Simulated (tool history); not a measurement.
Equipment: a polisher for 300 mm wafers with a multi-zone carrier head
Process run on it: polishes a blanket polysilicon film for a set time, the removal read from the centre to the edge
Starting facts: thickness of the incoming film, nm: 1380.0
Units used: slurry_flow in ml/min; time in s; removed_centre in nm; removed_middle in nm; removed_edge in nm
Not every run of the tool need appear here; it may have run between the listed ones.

| run | hour | slurry_flow | centre_zone | middle_zone | edge_zone | time | removed_centre | removed_middle | removed_edge |
|---|---|---|---|---|---|---|---|---|---|
| 1 | 0.0 | 225 | 1.00 | 1.00 | 1.00 | 51 | 391.92 | 396.33 | 393.83 |
| 2 | 2.3 | 225 | 1.05 | 1.00 | 1.00 | 51 | 395.53 | 403.82 | 371.94 |
| 3 | 6.1 | 225 | 1.05 | 0.94 | 1.00 | 51 | 409.33 | 377.49 | 387.45 |
| 4 | 11.3 | 220 | 1.07 | 0.93 | 0.98 | 50 | 401.48 | 364.38 | 362.02 |
| 5 | 15.7 | 220 | 1.07 | 0.86 | 0.98 | 50 | 402.70 | 343.33 | 368.75 |
| 6 | 21.8 | 220 | 1.08 | 0.86 | 0.97 | 50 | 410.13 | 342.39 | 368.18 |

Expected results for the next run?
| 7 | 29.6 | 215 | 1.09 | 0.87 | 0.96 | 50 | ? | ? | ? |

{"run 7": {"removed_centre": 411.56, "removed_middle": 345.16, "removed_edge": 366.41}}

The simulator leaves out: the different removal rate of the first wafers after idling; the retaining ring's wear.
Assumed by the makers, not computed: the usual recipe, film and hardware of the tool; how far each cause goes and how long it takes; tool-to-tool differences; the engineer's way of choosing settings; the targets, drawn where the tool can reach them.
